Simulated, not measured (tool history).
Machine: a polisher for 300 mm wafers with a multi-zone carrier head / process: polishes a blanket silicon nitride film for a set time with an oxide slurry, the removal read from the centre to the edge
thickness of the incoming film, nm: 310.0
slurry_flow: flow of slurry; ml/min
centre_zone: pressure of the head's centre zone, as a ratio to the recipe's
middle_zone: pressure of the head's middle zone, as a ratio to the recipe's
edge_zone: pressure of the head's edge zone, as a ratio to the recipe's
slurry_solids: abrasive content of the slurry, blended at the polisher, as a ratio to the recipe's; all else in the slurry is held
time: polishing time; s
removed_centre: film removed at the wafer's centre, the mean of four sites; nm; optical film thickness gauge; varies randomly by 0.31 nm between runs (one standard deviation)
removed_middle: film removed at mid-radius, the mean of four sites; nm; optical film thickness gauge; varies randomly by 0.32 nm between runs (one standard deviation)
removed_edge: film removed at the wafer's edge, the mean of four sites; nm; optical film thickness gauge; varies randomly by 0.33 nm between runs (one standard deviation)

{"run": 1, "hour": 0.0, "slurry_flow": 245, "centre_zone": 1, "middle_zone": 1, "edge_zone": 1, "slurry_solids": 1, "time": 67, "removed_centre": 63.299, "removed_middle": 66.372, "removed_edge": 65.339}
{"run": 2, "hour": 7.6, "slurry_flow": 245, "centre_zone": 1, "middle_zone": 1, "edge_zone": 0.94, "slurry_solids": 1, "time": 67, "removed_centre": 62.311, "removed_middle": 67.141, "removed_edge": 63.312}
{"run": 3, "hour": 9.3, "slurry_flow": 245, "centre_zone": 1, "middle_zone": 1, "edge_zone": 0.89, "slurry_solids": 1, "time": 67, "removed_centre": 63.819, "removed_middle": 66.788, "removed_edge": 62.701}
{"run": 4, "hour": 17.2, "slurry_flow": 245, "centre_zone": 1, "middle_zone": 1, "edge_zone": 0.94, "slurry_solids": 1, "time": 67, "removed_centre": 62.153, "removed_middle": 66.833, "removed_edge": 63.157}
{"run": 5, "hour": 20.2, "slurry_flow": 245, "centre_zone": 1, "middle_zone": 1, "edge_zone": 0.94, "slurry_solids": 1.2, "time": 67, "removed_centre": 68.022, "removed_middle": 71.474, "removed_edge": 68.159}
{"run": 6, "hour": 22.0, "slurry_flow": 245, "centre_zone": 0.99, "middle_zone": 1, "edge_zone": 0.91, "slurry_solids": 1, "time": 61, "removed_centre": 56.942, "removed_middle": 60.379, "removed_edge": 58.29}
{"run": 7, "hour": 23.3, "slurry_flow": 255, "centre_zone": 0.99, "middle_zone": 1.1, "edge_zone": 0.81, "slurry_solids": 0.75, "time": 43, "removed_centre": 36.598, "removed_middle": 42.532, "removed_edge": 34.692}
{"run": 8, "hour": 25.7, "slurry_flow": 260, "centre_zone": 0.98, "middle_zone": 1.09, "edge_zone": 0.84, "slurry_solids": 0.75, "time": 43, "removed_centre": 35.503, "removed_middle": 41.99, "removed_edge": 35.234}
{"run": 9, "hour": 33.1, "slurry_flow": 265, "centre_zone": 0.98, "middle_zone": 1.08, "edge_zone": 0.86, "slurry_solids": 0.75, "time": 43, "removed_centre": 36.144, "removed_middle": 41.642, "removed_edge": 35.12}

What will run 10 give?
{"run": 10, "hour": 35.0, "slurry_flow": 245, "centre_zone": 0.93, "middle_zone": 1.06, "edge_zone": 0.96, "slurry_solids": 0.85, "time": 43, "removed_centre": "?", "removed_middle": "?", "removed_edge": "?"}

removed_centre: 35.397 nm
removed_middle: 42.76 nm
removed_edge: 39.222 nm

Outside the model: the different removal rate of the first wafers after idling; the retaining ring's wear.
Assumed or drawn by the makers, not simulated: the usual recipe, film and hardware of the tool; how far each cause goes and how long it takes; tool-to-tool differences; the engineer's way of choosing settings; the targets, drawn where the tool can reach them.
